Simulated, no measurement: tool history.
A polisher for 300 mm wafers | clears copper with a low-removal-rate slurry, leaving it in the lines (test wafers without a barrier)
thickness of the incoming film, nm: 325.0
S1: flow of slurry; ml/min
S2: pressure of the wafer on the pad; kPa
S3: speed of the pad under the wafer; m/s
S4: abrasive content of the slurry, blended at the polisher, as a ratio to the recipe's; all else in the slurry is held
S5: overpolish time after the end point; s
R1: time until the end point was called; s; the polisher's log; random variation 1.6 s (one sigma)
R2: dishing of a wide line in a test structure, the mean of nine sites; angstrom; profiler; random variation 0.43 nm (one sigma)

| run | hour | S1 | S2 | S3 | S4 | S5 | R1 | R2 |
|---|---|---|---|---|---|---|---|---|
| 1 | 0.0 | 235 | 15.9 | 1.30 | 1.00 | 12 | 128.28 | 224.38 |
| 2 | 3.3 | 235 | 15.9 | 1.30 | 1.00 | 10 | 125.44 | 192.85 |
| 3 | 10.4 | 235 | 15.9 | 1.30 | 1.10 | 10 | 123.64 | 191.08 |
| 4 | 12.8 | 235 | 15.9 | 1.30 | 1.10 | 6 | 123.38 | 121.87 |
| 5 | 13.9 | 230 | 15.9 | 1.34 | 1.05 | 7 | 122.49 | 142.34 |
| 6 | 20.2 | 220 | 16.5 | 1.38 | 1.00 | 8 | 119.35 | 164.25 |
|  | 24.2 | slurry nozzle cleaned |
| 7 | 24.2 | 210 | 17.2 | 1.40 | 0.95 | 9 | 109.40 | 199.23 |

Run 8 comes next. What will it give?
| 8 | 25.7 | 205 | 17.9 | 1.40 | 0.90 | 10 | ? | ? |

{"run 8": {"R1": 110.34, "R2": 224.81}}

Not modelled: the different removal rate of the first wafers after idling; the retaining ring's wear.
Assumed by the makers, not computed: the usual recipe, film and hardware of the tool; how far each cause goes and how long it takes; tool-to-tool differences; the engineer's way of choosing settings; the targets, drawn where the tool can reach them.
